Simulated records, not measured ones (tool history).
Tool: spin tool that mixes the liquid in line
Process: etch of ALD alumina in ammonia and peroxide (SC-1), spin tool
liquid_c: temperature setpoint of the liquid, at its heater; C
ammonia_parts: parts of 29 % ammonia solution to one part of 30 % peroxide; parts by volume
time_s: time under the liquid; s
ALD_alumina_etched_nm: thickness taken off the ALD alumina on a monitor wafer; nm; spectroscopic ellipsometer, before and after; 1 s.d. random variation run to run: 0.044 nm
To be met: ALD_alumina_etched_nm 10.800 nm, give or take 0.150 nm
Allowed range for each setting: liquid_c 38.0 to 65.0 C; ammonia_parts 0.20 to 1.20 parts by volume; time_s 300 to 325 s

run 1 hour=0.0 | liquid_c=49.0 ammonia_parts=0.70 time_s=300 | ALD_alumina_etched_nm=16.535
run 2 hour=2.6 | liquid_c=49.0 ammonia_parts=0.50 time_s=300 | ALD_alumina_etched_nm=16.045
run 3 hour=10.2 | liquid_c=55.0 ammonia_parts=0.50 time_s=300 | ALD_alumina_etched_nm=22.089
run 4 hour=11.4 | liquid_c=51.0 ammonia_parts=0.50 time_s=300 | ALD_alumina_etched_nm=17.881
run 5 hour=17.3 | liquid_c=48.0 ammonia_parts=0.50 time_s=300 | ALD_alumina_etched_nm=15.096
run 6 hour=18.4 | liquid_c=48.0 ammonia_parts=0.65 time_s=300 | ALD_alumina_etched_nm=15.451
run 7 hour=19.4 | liquid_c=46.0 ammonia_parts=0.65 time_s=300 | ALD_alumina_etched_nm=13.754
run 8 hour=24.2 | liquid_c=44.5 ammonia_parts=0.65 time_s=300 | ALD_alumina_etched_nm=12.692
run 9 hour=30.8 | liquid_c=41.0 ammonia_parts=0.65 time_s=300 | ALD_alumina_etched_nm=10.318
run 10 hour=33.4 | liquid_c=41.0 ammonia_parts=0.65 time_s=300 | ALD_alumina_etched_nm=10.373

Next run, 4 choices. One meets every target within its allowed miss, the rest don't. Which?
run A hour=36.0 | liquid_c=40.0 ammonia_parts=0.70 time_s=320 | ALD_alumina_etched_nm=?
run B hour=36.0 | liquid_c=40.5 ammonia_parts=0.65 time_s=310 | ALD_alumina_etched_nm=?
run C hour=36.0 | liquid_c=42.0 ammonia_parts=0.55 time_s=300 | ALD_alumina_etched_nm=?
run D hour=36.0 | liquid_c=40.0 ammonia_parts=0.55 time_s=325 | ALD_alumina_etched_nm=?

move=A ALD_alumina_etched_nm=10.572
move=B ALD_alumina_etched_nm=10.474
move=C ALD_alumina_etched_nm=10.890
move=D ALD_alumina_etched_nm=10.493
A: gains on the last run, yet a result remains outside its allowed miss
B: gains on the last run, yet a result remains outside its allowed miss
C: each result inside its tolerance
D: gains on the last run, yet a result remains outside its allowed miss
Answer: C
